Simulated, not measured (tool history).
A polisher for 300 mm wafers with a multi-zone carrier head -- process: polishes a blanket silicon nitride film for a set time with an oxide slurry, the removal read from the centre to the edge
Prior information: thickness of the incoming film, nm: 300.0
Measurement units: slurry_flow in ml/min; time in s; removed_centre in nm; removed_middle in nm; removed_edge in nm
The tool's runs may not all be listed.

Run 1, hour 0: slurry_flow 135 ml/min, centre_zone 1, middle_zone 1, edge_zone 1, slurry_solids 1, time 51 s. Result: removed_centre 39.729 nm, removed_middle 35.848 nm, removed_edge 34.59 nm.
Run 2, hour 8.2: slurry_flow 135 ml/min, centre_zone 1, middle_zone 0.94, edge_zone 1, slurry_solids 1, time 51 s. Result: removed_centre 38.918 nm, removed_middle 33.888 nm, removed_edge 36.122 nm.
Run 3, hour 14.1: slurry_flow 135 ml/min, centre_zone 1, middle_zone 0.94, edge_zone 1, slurry_solids 1, time 58 s. Result: removed_centre 44.382 nm, removed_middle 39.217 nm, removed_edge 40.569 nm.
Run 4, hour 15.1: slurry_flow 135 ml/min, centre_zone 1, middle_zone 0.88, edge_zone 1, slurry_solids 1, time 58 s. Result: removed_centre 44.637 nm, removed_middle 37.073 nm, removed_edge 41.112 nm.
Run 5, hour 23.2: slurry_flow 135 ml/min, centre_zone 1, middle_zone 0.89, edge_zone 0.98, slurry_solids 0.95, time 56 s. Result: removed_centre 41.557 nm, removed_middle 35.377 nm, removed_edge 38.424 nm.
At hour 23.7: centre zone pressure recalibrated.
Run 6, hour 23.7: slurry_flow 135 ml/min, centre_zone 0.94, middle_zone 0.89, edge_zone 0.98, slurry_solids 0.95, time 56 s. Result: removed_centre 36.703 nm, removed_middle 35.04 nm, removed_edge 37.206 nm.
Run 7, hour 29.7: slurry_flow 135 ml/min, centre_zone 0.95, middle_zone 0.89, edge_zone 0.96, slurry_solids 0.9, time 55 s. Result: removed_centre 36.308 nm, removed_middle 33.78 nm, removed_edge 37.515 nm.
Run 8, hour 31.6: slurry_flow 140 ml/min, centre_zone 0.96, middle_zone 0.92, edge_zone 0.96, slurry_solids 0.85, time 52 s. Result: removed_centre 34.248 nm, removed_middle 32.496 nm, removed_edge 35.394 nm.
Run 9, hour 36.7: slurry_flow 135 ml/min, centre_zone 0.98, middle_zone 0.95, edge_zone 0.95, slurry_solids 0.8, time 50 s. Result: removed_centre 33.19 nm, removed_middle 31.759 nm, removed_edge 32.139 nm.

Predict the results of run 10:
Run 10, hour 37.4: slurry_flow 130 ml/min, centre_zone 0.99, middle_zone 0.95, edge_zone 0.94, slurry_solids 0.75, time 49 s. Result: removed_centre ?, removed_middle ?, removed_edge ?.

{"run 10": {"removed_centre": 30.994, "removed_middle": 30.486, "removed_edge": 30.631}}
